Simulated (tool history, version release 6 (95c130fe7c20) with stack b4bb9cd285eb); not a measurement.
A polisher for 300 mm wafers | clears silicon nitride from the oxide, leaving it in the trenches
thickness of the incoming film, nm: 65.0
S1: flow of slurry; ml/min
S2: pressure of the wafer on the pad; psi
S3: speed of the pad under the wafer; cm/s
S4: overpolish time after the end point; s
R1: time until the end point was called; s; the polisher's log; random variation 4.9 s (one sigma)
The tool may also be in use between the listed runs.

run	day	S1	S2	S3	S4	R1
1	0	145	1.9	88	31	122.01
2	0.2	145	1.8	84	31	131.89
3	0.55	145	1.8	84	31	136.29
4	0.725	145	1.7	82	31	142.57
5	1.088	145	1.7	72	31	166.52
6	1.188	145	1.6	70	31	178.08

Run 7 comes next. What will it give?
7	1.462	145	1.5	70	31	?

Run 7 gave R1 180.39 s.
